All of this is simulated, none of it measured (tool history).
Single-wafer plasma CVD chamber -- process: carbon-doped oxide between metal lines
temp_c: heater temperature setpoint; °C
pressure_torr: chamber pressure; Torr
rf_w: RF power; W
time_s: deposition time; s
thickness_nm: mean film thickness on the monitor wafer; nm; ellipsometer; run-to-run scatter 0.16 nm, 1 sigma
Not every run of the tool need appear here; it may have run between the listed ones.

run 1 hour=0.0 | temp_c=355 pressure_torr=4.98 rf_w=490 time_s=8.8 | thickness_nm=46.113
run 2 hour=4.7 | temp_c=355 pressure_torr=5.54 rf_w=490 time_s=8.8 | thickness_nm=47.062
run 3 hour=7.9 | temp_c=355 pressure_torr=5.54 rf_w=490 time_s=8.4 | thickness_nm=45.258
run 4 hour=16.0 | temp_c=346 pressure_torr=5.54 rf_w=490 time_s=8.4 | thickness_nm=46.820
run 5 hour=24.7 | temp_c=351 pressure_torr=5.36 rf_w=490 time_s=8.4 | thickness_nm=45.452
run 6 hour=31.8 | temp_c=354 pressure_torr=5.23 rf_w=490 time_s=8.4 | thickness_nm=44.998
run 7 hour=35.1 | temp_c=357 pressure_torr=5.12 rf_w=490 time_s=8.4 | thickness_nm=43.978

Run 8 has not been measured yet. What should we expect?
run 8 hour=37.8 | temp_c=358 pressure_torr=5.08 rf_w=490 time_s=8.4 | thickness_nm=?

{"run 8": {"thickness_nm": 44.261}}
